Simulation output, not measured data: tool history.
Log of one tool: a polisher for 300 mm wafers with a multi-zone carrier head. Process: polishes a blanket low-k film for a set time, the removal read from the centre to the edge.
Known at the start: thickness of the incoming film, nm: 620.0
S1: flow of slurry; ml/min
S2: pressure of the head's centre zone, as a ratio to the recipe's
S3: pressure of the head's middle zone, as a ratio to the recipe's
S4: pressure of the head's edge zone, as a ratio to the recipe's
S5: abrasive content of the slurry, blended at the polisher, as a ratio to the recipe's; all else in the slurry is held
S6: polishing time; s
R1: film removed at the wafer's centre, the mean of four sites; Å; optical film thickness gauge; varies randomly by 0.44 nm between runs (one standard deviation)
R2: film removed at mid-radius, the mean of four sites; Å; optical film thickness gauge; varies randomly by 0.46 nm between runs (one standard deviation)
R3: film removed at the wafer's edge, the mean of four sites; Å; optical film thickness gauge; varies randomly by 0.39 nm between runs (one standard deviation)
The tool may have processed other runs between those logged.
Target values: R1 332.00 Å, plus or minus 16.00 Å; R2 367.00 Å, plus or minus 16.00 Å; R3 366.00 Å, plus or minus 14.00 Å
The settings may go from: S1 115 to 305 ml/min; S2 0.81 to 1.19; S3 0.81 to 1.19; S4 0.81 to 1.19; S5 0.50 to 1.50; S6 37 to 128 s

| run | hour | S1 | S2 | S3 | S4 | S5 | S6 | R1 | R2 | R3 |
|---|---|---|---|---|---|---|---|---|---|---|
| 1 | 0.0 | 195 | 1.00 | 1.00 | 1.00 | 1.00 | 82 | 259.33 | 254.57 | 257.89 |
| 2 | 4.6 | 200 | 0.99 | 1.02 | 1.03 | 1.10 | 83 | 266.66 | 278.42 | 273.57 |
| 3 | 11.4 | 160 | 0.99 | 1.02 | 1.03 | 1.10 | 83 | 262.55 | 270.64 | 266.31 |
| 4 | 12.0 | 160 | 0.99 | 1.05 | 1.03 | 1.10 | 83 | 257.86 | 265.84 | 272.09 |
| 5 | 15.3 | 170 | 1.00 | 1.07 | 1.06 | 1.20 | 84 | 274.13 | 288.34 | 283.17 |
| 6 | 21.3 | 170 | 1.00 | 0.98 | 1.06 | 1.20 | 84 | 274.88 | 273.84 | 281.14 |
| 7 | 24.8 | 175 | 0.99 | 0.99 | 1.08 | 1.25 | 86 | 283.28 | 277.31 | 296.91 |
| 8 | 33.3 | 180 | 0.99 | 1.02 | 1.08 | 1.30 | 88 | 293.42 | 300.36 | 309.27 |
| 9 | 40.9 | 185 | 0.99 | 1.04 | 1.09 | 1.35 | 90 | 306.45 | 314.13 | 329.86 |
| 10 | 43.7 | 195 | 0.99 | 1.06 | 1.09 | 1.40 | 90 | 315.39 | 325.18 | 331.36 |
| 11 | 47.5 | 200 | 0.98 | 1.08 | 1.10 | 1.40 | 91 | 318.17 | 330.91 | 337.64 |

Pick the move, out of 5, that brings all results within their allowed miss; only one does.
| A | 51.3 | 200 | 0.96 | 1.08 | 1.11 | 1.40 | 99 | ? | ? | ? |
| B | 51.3 | 245 | 1.16 | 1.03 | 1.13 | 1.50 | 77 | ? | ? | ? |
| C | 51.3 | 200 | 0.95 | 1.02 | 1.13 | 1.40 | 94 | ? | ? | ? |
| D | 51.3 | 220 | 0.89 | 1.19 | 1.11 | 1.25 | 99 | ? | ? | ? |
| E | 51.3 | 210 | 0.99 | 0.96 | 1.08 | 1.25 | 102 | ? | ? | ? |

| move | R1 | R2 | R3 |
|---|---|---|---|
| A | 336.74 | 368.38 | 369.64 |
| B | 333.29 | 288.39 | 302.15 |
| C | 316.24 | 333.18 | 353.89 |
| D | 304.70 | 390.37 | 358.56 |
| E | 346.64 | 332.73 | 364.77 |
A: meets every target
B: the biggest miss grows against the last run
C: better than the last run, though not everything is in spec
D: carries the result that was furthest off beyond its target, to the other side
E: better than the last run, though not everything is in spec
The right move is A.
